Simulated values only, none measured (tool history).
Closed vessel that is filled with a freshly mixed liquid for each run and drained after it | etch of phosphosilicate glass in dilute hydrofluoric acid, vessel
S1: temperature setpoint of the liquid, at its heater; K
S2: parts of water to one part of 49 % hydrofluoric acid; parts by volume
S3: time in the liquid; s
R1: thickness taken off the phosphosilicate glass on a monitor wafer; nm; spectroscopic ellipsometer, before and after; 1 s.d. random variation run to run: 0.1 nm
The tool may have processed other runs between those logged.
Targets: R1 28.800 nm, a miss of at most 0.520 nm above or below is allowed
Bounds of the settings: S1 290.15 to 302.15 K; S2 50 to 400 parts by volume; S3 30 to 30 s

| run | hour | S1 | S2 | S3 | R1 |
|---|---|---|---|---|---|
| 1 | 0.0 | 294.15 | 225 | 30 | 17.801 |
| 2 | 5.5 | 295.15 | 220 | 30 | 18.948 |
| 3 | 12.2 | 295.15 | 220 | 30 | 18.923 |
| 4 | 13.8 | 296.15 | 215 | 30 | 20.201 |
| 5 | 19.5 | 296.65 | 210 | 30 | 21.034 |
| 6 | 22.5 | 296.65 | 285 | 30 | 14.356 |
| 7 | 27.8 | 297.15 | 275 | 30 | 15.250 |
| 8 | 33.4 | 297.65 | 265 | 30 | 16.317 |
| 9 | 39.3 | 301.65 | 175 | 30 | 31.418 |
| 10 | 46.4 | 300.65 | 175 | 30 | 30.437 |

4 candidate next runs follow, results not yet known. Just one meets every target within its allowed miss. Identify it.
| A | 53.5 | 299.15 | 175 | 30 | ? |
| B | 53.5 | 302.15 | 175 | 30 | ? |
| C | 53.5 | 297.65 | 150 | 30 | ? |
| D | 53.5 | 297.15 | 160 | 30 | ? |

| move | R1 |
|---|---|
| A | 28.667 |
| B | 31.877 |
| C | 32.634 |
| D | 29.673 |
A: in spec on every target
B: the biggest miss grows against the last run
C: the biggest miss grows against the last run
D: nearer the targets than the last run, but a result is still out of spec
Correct choice: A, which meets every target
